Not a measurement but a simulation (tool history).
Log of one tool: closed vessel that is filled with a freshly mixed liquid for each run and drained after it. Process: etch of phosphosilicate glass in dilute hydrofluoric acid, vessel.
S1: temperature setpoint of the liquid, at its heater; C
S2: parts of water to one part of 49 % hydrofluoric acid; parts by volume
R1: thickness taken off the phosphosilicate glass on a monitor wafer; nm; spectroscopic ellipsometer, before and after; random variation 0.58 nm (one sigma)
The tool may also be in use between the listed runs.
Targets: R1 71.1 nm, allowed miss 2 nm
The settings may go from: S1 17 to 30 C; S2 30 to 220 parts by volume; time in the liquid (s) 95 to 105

run 1 hour=0 | S1=22 S2=125 time_in_the_liquid_(s)=95 | R1=46.794
run 2 hour=4.9 | S1=21 S2=125 time_in_the_liquid_(s)=95 | R1=44.928
run 3 hour=7.5 | S1=21 S2=155 time_in_the_liquid_(s)=95 | R1=35.319
run 4 hour=9.8 | S1=21 S2=155 time_in_the_liquid_(s)=105 | R1=38.2
run 5 hour=15.6 | S1=21 S2=155 time_in_the_liquid_(s)=105 | R1=39.172
run 6 hour=20.5 | S1=19 S2=155 time_in_the_liquid_(s)=105 | R1=35.676
run 7 hour=25.7 | S1=20 S2=150 time_in_the_liquid_(s)=105 | R1=39.069
run 8 hour=28 | S1=20 S2=150 time_in_the_liquid_(s)=105 | R1=38.452
run 9 hour=28.9 | S1=20 S2=150 time_in_the_liquid_(s)=105 | R1=38.851
run 10 hour=34.3 | S1=21 S2=150 time_in_the_liquid_(s)=105 | R1=39.877
run 11 hour=40.8 | S1=22 S2=145 time_in_the_liquid_(s)=105 | R1=43.81
run 12 hour=48.5 | S1=26 S2=125 time_in_the_liquid_(s)=105 | R1=60.498
run 13 hour=57 | S1=26.5 S2=125 time_in_the_liquid_(s)=105 | R1=61.855
run 14 hour=63.4 | S1=27 S2=125 time_in_the_liquid_(s)=105 | R1=63.439
run 15 hour=67.5 | S1=27.5 S2=125 time_in_the_liquid_(s)=105 | R1=65.19

Which of these 4 next moves meets every target?
run A hour=71.6 | S1=30 S2=110 time_in_the_liquid_(s)=100 | R1=?
run B hour=71.6 | S1=29 S2=115 time_in_the_liquid_(s)=105 | R1=?
run C hour=71.6 | S1=25 S2=95 time_in_the_liquid_(s)=100 | R1=?
run D hour=71.6 | S1=25 S2=105 time_in_the_liquid_(s)=105 | R1=?

move=A R1=77.607
move=B R1=74.599
move=C R1=75.448
move=D R1=70.854
A: takes the result that was furthest off past its target
B: takes the result that was furthest off past its target
C: takes the result that was furthest off past its target
D: meets every target
Answer: D

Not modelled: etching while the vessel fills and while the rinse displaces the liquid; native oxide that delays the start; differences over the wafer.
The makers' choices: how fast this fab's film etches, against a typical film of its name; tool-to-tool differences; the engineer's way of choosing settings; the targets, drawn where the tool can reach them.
